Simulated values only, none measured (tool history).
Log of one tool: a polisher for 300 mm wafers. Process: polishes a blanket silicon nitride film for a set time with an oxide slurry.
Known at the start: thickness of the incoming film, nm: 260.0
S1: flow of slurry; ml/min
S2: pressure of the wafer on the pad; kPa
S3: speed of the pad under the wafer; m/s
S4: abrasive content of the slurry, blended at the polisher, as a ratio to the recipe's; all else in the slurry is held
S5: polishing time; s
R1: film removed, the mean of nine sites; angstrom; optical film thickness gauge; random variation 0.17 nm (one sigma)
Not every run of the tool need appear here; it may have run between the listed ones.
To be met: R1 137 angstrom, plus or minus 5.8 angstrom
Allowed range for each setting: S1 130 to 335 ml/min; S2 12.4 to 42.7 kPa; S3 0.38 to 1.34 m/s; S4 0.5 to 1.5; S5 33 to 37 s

Run 1, hour 0: S1 215 ml/min, S2 27.6 kPa, S3 0.86 m/s, S4 1, S5 37 s. Result: R1 185.17 angstrom.
Run 2, hour 3: S1 215 ml/min, S2 26.2 kPa, S3 0.86 m/s, S4 1, S5 37 s. Result: R1 177.73 angstrom.
Run 3, hour 10.8: S1 215 ml/min, S2 24.8 kPa, S3 0.86 m/s, S4 1, S5 37 s. Result: R1 165.08 angstrom.
Run 4, hour 11.8: S1 215 ml/min, S2 24.1 kPa, S3 0.86 m/s, S4 1, S5 37 s. Result: R1 164.68 angstrom.
Run 5, hour 16.2: S1 215 ml/min, S2 24.1 kPa, S3 0.86 m/s, S4 1, S5 37 s. Result: R1 165.62 angstrom.
At hour 23.3: slurry blender recalibrated.
Run 6, hour 23.3: S1 215 ml/min, S2 24.1 kPa, S3 0.96 m/s, S4 1, S5 37 s. Result: R1 226.82 angstrom.
Run 7, hour 26.9: S1 215 ml/min, S2 22.1 kPa, S3 0.94 m/s, S4 1, S5 37 s. Result: R1 207.69 angstrom.
Run 8, hour 34.6: S1 215 ml/min, S2 20.7 kPa, S3 0.92 m/s, S4 1, S5 37 s. Result: R1 191.6 angstrom.
Run 9, hour 36.4: S1 215 ml/min, S2 13.1 kPa, S3 0.9 m/s, S4 1, S5 37 s. Result: R1 122.12 angstrom.
Run 10, hour 41.2: S1 215 ml/min, S2 15.9 kPa, S3 0.9 m/s, S4 1, S5 37 s. Result: R1 144.53 angstrom.

Pick the move, out of 4, that brings all results within their allowed miss; only one does.
Run A, hour 46: S1 210 ml/min, S2 12.4 kPa, S3 0.98 m/s, S4 1.05, S5 36 s. Result: R1 ?.
Run B, hour 46: S1 235 ml/min, S2 20.7 kPa, S3 1.06 m/s, S4 0.55, S5 33 s. Result: R1 ?.
Run C, hour 46: S1 280 ml/min, S2 18.6 kPa, S3 0.68 m/s, S4 1.05, S5 33 s. Result: R1 ?.
Run D, hour 46: S1 210 ml/min, S2 16.5 kPa, S3 0.78 m/s, S4 1.1, S5 36 s. Result: R1 ?.

move      R1
   A  121.12
   B   122.7
   C  125.86
   D  135.61
A: takes the biggest miss from the last run beyond its target
B: takes the biggest miss from the last run beyond its target
C: takes the biggest miss from the last run beyond its target
D: each result inside its tolerance
Go with D: it meets all targets.
